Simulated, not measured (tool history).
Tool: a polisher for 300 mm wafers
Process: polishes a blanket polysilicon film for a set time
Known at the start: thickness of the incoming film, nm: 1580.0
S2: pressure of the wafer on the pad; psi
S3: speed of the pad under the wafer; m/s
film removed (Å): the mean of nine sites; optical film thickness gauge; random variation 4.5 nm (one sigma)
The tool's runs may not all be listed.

run 1 hour=0 | flow_of_slurry_(ml/min)=140 S2=2.6 S3=1.28 polishing_time_(s)=32 | film_removed_(Å)=3176.6
run 2 hour=2.2 | flow_of_slurry_(ml/min)=120 S2=2.6 S3=1.28 polishing_time_(s)=32 | film_removed_(Å)=2969.5
run 3 hour=7.4 | flow_of_slurry_(ml/min)=145 S2=2.7 S3=1.28 polishing_time_(s)=32 | film_removed_(Å)=3273.1
run 4 hour=8.8 | flow_of_slurry_(ml/min)=145 S2=2.7 S3=1.16 polishing_time_(s)=32 | film_removed_(Å)=3006.3
run 5 hour=14.8 | flow_of_slurry_(ml/min)=160 S2=2.9 S3=1.16 polishing_time_(s)=32 | film_removed_(Å)=3296.1
run 6 hour=21.1 | flow_of_slurry_(ml/min)=175 S2=2.9 S3=1.16 polishing_time_(s)=32 | film_removed_(Å)=3319.3

Run 7 comes next. What will it give?
run 7 hour=23.5 | flow_of_slurry_(ml/min)=175 S2=3.1 S3=1.16 polishing_time_(s)=32 | film_removed_(Å)=?

Run 7 gave film removed (Å) 3532.
